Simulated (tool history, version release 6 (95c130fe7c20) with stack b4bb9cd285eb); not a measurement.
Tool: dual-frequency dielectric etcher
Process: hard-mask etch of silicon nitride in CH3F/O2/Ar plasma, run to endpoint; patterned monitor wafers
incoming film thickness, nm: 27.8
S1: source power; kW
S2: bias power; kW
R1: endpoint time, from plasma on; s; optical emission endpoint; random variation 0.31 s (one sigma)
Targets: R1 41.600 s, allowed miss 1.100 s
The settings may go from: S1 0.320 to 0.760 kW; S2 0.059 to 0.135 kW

run	hour	S1	S2	R1
1	0.0	0.540	0.097	35.020
2	3.1	0.470	0.097	37.184
3	10.0	0.440	0.095	39.146
4	15.9	0.520	0.095	36.221
# hour 23.9: source power generator calibrated
5	23.9	0.520	0.105	34.486
6	27.2	0.450	0.105	36.358
7	32.9	0.340	0.090	43.761
8	37.2	0.350	0.090	43.400
9	39.9	0.360	0.090	43.242

5 next moves are on the table. One of them brings every result within its allowed miss. Which?
A	42.6	0.350	0.086	?
B	42.6	0.360	0.082	?
C	42.6	0.400	0.088	?
D	42.6	0.330	0.095	?
E	42.6	0.380	0.080	?

move	R1
A	44.919
B	45.179
C	41.862
D	44.366
E	44.492
A: further off than the last run
B: further off than the last run
C: meets every target
D: further off than the last run
E: further off than the last run
The right move is C.
